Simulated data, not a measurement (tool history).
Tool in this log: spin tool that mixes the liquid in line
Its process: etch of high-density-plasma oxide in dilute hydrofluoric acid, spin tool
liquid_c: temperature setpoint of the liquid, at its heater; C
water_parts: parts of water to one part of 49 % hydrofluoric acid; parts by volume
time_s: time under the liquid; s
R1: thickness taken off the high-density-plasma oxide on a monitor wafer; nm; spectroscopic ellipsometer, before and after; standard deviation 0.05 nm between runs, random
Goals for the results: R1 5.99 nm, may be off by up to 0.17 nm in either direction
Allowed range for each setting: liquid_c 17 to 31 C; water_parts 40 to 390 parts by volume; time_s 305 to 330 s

Run 1, hour 0: liquid_c 23 C, water_parts 215 parts by volume, time_s 305 s. Result: R1 6.856 nm.
Run 2, hour 2.7: liquid_c 23 C, water_parts 215 parts by volume, time_s 305 s. Result: R1 6.8623 nm.
Run 3, hour 5.3: liquid_c 23 C, water_parts 215 parts by volume, time_s 330 s. Result: R1 7.3426 nm.
Run 4, hour 6.9: liquid_c 22 C, water_parts 215 parts by volume, time_s 330 s. Result: R1 7.0165 nm.
Run 5, hour 13: liquid_c 21.5 C, water_parts 215 parts by volume, time_s 330 s. Result: R1 7.0462 nm.
Run 6, hour 21.8: liquid_c 21 C, water_parts 215 parts by volume, time_s 330 s. Result: R1 6.9243 nm.
Run 7, hour 24.6: liquid_c 20.5 C, water_parts 215 parts by volume, time_s 330 s. Result: R1 6.6712 nm.
Run 8, hour 25.4: liquid_c 20 C, water_parts 215 parts by volume, time_s 330 s. Result: R1 6.624 nm.
Run 9, hour 31: liquid_c 19.5 C, water_parts 215 parts by volume, time_s 330 s. Result: R1 6.4568 nm.
Run 10, hour 33: liquid_c 19 C, water_parts 215 parts by volume, time_s 330 s. Result: R1 6.4176 nm.
Run 11, hour 40.5: liquid_c 18.5 C, water_parts 215 parts by volume, time_s 330 s. Result: R1 6.2911 nm.

Exercise: of the 4 proposed moves below, exactly one satisfies all targets within the stated allowed misses. Which move is it?
Run A, hour 48: liquid_c 19.5 C, water_parts 215 parts by volume, time_s 330 s. Result: R1 ?.
Run B, hour 48: liquid_c 17 C, water_parts 200 parts by volume, time_s 325 s. Result: R1 ?.
Run C, hour 48: liquid_c 17 C, water_parts 210 parts by volume, time_s 325 s. Result: R1 ?.
Run D, hour 48: liquid_c 19.5 C, water_parts 220 parts by volume, time_s 330 s. Result: R1 ?.

move      R1
   A  6.5695
   B  6.3952
   C  6.0354
   D  6.3897
A: further off than the last run
B: further off than the last run
C: hits every target within its allowed miss
D: further off than the last run
Move C is the one to make.
